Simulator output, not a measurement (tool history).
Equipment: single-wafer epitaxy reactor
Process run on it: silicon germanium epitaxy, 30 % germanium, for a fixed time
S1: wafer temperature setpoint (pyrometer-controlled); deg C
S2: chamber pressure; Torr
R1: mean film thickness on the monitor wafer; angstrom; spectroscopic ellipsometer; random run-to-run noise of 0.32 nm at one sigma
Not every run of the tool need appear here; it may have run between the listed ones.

| run | hour | S1 | S2 | R1 |
|---|---|---|---|---|
| 1 | 0.0 | 585 | 26.7 | 532.98 |
| 2 | 3.0 | 585 | 30.0 | 557.72 |
| 3 | 8.4 | 587 | 30.1 | 574.94 |
| 4 | 15.7 | 583 | 30.1 | 540.17 |
| 5 | 22.9 | 583 | 28.2 | 523.88 |
|  | 27.6 | capacitance manometer re-zeroed and calibrated |
| 6 | 27.6 | 586 | 28.3 | 544.96 |

Run 7 has not been measured yet. What should we expect?
| 7 | 35.3 | 589 | 28.4 | ? |

{"run 7": {"R1": 579.14}}
